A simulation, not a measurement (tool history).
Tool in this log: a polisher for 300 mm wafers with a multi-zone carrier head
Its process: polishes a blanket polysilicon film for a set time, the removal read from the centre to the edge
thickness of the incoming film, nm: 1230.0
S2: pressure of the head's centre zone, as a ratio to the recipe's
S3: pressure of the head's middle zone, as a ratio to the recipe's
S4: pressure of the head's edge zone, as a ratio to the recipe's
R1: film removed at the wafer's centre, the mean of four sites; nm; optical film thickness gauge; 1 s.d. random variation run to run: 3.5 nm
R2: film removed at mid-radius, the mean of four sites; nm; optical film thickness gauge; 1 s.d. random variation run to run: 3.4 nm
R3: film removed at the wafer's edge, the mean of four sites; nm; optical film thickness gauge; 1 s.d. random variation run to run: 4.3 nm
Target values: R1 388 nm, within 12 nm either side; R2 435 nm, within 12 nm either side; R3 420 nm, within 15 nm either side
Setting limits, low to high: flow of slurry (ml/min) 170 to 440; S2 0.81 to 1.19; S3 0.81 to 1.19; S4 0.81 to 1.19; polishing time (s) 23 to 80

Run 1, hour 0: flow of slurry (ml/min) 280, S2 1, S3 1, S4 1, polishing time (s) 51. Result: R1 329.71 nm, R2 341.26 nm, R3 333.08 nm.
Run 2, hour 0.7: flow of slurry (ml/min) 290, S2 1, S3 1.03, S4 1.05, polishing time (s) 53. Result: R1 339.37 nm, R2 360.77 nm, R3 347.51 nm.
Run 3, hour 1.6: flow of slurry (ml/min) 290, S2 0.99, S3 1.04, S4 1.07, polishing time (s) 56. Result: R1 361.37 nm, R2 381.23 nm, R3 381.1 nm.
Run 4, hour 4.7: flow of slurry (ml/min) 220, S2 0.99, S3 1.04, S4 1.07, polishing time (s) 56. Result: R1 350.64 nm, R2 374.52 nm, R3 365 nm.
Run 5, hour 7: flow of slurry (ml/min) 250, S2 0.99, S3 1.07, S4 1.1, polishing time (s) 57. Result: R1 361.4 nm, R2 398.62 nm, R3 372.82 nm.
Run 6, hour 13.9: flow of slurry (ml/min) 205, S2 0.99, S3 1.07, S4 1.1, polishing time (s) 57. Result: R1 352.83 nm, R2 388.1 nm, R3 372.71 nm.
Run 7, hour 15.1: flow of slurry (ml/min) 235, S2 0.99, S3 1.08, S4 1.13, polishing time (s) 58. Result: R1 363.26 nm, R2 405.63 nm, R3 396.92 nm.
Run 8, hour 23.8: flow of slurry (ml/min) 255, S2 1, S3 1.09, S4 1.14, polishing time (s) 58. Result: R1 369.34 nm, R2 408.63 nm, R3 389.31 nm.
Run 9, hour 32.4: flow of slurry (ml/min) 270, S2 1, S3 1.09, S4 1.16, polishing time (s) 59. Result: R1 383.46 nm, R2 416.55 nm, R3 407.21 nm.
Run 10, hour 33.8: flow of slurry (ml/min) 275, S2 1, S3 1.1, S4 1.17, polishing time (s) 59. Result: R1 374.95 nm, R2 417.6 nm, R3 401.63 nm.

Which of these 4 next moves meets every target?
Run A, hour 35.2: flow of slurry (ml/min) 290, S2 0.98, S3 1, S4 1.19, polishing time (s) 66. Result: R1 ?, R2 ?, R3 ?.
Run B, hour 35.2: flow of slurry (ml/min) 275, S2 1.06, S3 1.11, S4 1.1, polishing time (s) 60. Result: R1 ?, R2 ?, R3 ?.
Run C, hour 35.2: flow of slurry (ml/min) 240, S2 0.96, S3 1.07, S4 1.1, polishing time (s) 63. Result: R1 ?, R2 ?, R3 ?.
Run D, hour 35.2: flow of slurry (ml/min) 250, S2 1.12, S3 1.17, S4 1.05, polishing time (s) 58. Result: R1 ?, R2 ?, R3 ?.

move      R1      R2      R3
   A  418.27  437.33  456.47
   B  410.05  432.64  402.74
   C  385.02  435.84  419.74
   D  415.78  434.29  381.31
A: the worst result of the last run now meets its target, but another is out of spec
B: the worst result of the last run now meets its target, but another is out of spec
C: each result inside its tolerance
D: the worst result of the last run now meets its target, but another is out of spec
Go with C: it meets all targets.
